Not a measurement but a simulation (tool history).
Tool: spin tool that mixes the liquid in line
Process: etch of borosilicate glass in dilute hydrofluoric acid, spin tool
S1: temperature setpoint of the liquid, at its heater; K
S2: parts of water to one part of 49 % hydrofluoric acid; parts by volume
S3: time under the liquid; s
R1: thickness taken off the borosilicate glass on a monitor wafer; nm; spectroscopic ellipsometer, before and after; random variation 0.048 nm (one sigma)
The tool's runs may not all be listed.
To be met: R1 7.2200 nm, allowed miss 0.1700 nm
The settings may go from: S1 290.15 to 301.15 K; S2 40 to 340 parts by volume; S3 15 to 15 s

{"run": 1, "day": 0.0, "S1": 293.15, "S2": 190, "S3": 15, "R1": 1.8672}
{"run": 2, "day": 0.092, "S1": 293.15, "S2": 160, "S3": 15, "R1": 2.2802}
{"run": 3, "day": 0.162, "S1": 294.65, "S2": 135, "S3": 15, "R1": 2.939}
{"run": 4, "day": 0.483, "S1": 294.65, "S2": 135, "S3": 15, "R1": 2.92}
{"run": 5, "day": 0.729, "S1": 295.65, "S2": 120, "S3": 15, "R1": 3.4734}
{"run": 6, "day": 0.792, "S1": 295.65, "S2": 120, "S3": 15, "R1": 3.5195}
{"run": 7, "day": 0.958, "S1": 296.65, "S2": 110, "S3": 15, "R1": 4.0021}
{"run": 8, "day": 1.171, "S1": 297.65, "S2": 100, "S3": 15, "R1": 4.7271}
{"day": 1.35, "done": "hydrofluoric acid flow meter replaced"}
{"run": 9, "day": 1.35, "S1": 298.15, "S2": 95, "S3": 15, "R1": 5.544}

4 next moves are on the table. One of them brings every result within its allowed miss. Which?
{"run": "A", "day": 1.529, "S1": 299.65, "S2": 75, "S3": 15, "R1": "?"}
{"run": "B", "day": 1.529, "S1": 299.65, "S2": 80, "S3": 15, "R1": "?"}
{"run": "C", "day": 1.529, "S1": 301.15, "S2": 80, "S3": 15, "R1": "?"}
{"run": "D", "day": 1.529, "S1": 297.65, "S2": 70, "S3": 15, "R1": "?"}

move=A R1=7.7273
move=B R1=7.1956
move=C R1=7.6301
move=D R1=7.6948
A: takes the result that was furthest off past its target
B: meets every target
C: takes the result that was furthest off past its target
D: takes the result that was furthest off past its target
Move B is the one to make.

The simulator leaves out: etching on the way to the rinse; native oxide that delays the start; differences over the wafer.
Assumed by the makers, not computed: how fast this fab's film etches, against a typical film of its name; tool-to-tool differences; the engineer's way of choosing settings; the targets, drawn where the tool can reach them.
